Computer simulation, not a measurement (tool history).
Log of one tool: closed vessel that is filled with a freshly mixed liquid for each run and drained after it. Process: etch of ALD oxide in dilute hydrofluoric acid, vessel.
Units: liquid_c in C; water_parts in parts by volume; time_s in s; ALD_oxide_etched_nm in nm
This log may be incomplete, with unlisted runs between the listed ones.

run	hour	liquid_c	water_parts	time_s	ALD_oxide_etched_nm
1	0.0	22.0	180	220	12.1190
2	8.6	19.5	180	220	10.9690
3	9.9	19.5	205	220	9.4322
4	13.3	20.0	205	220	9.6043
5	14.2	20.0	225	220	8.5953
6	23.5	21.0	225	220	8.9426
7	24.4	21.5	225	220	9.1049
8	29.5	22.0	225	220	9.2697
9	33.0	22.5	225	220	9.4411

Run 10, settings as shown, results not yet in. Your forecast:
10	39.7	23.0	225	220	?

ALD_oxide_etched_nm: 9.6279 nm
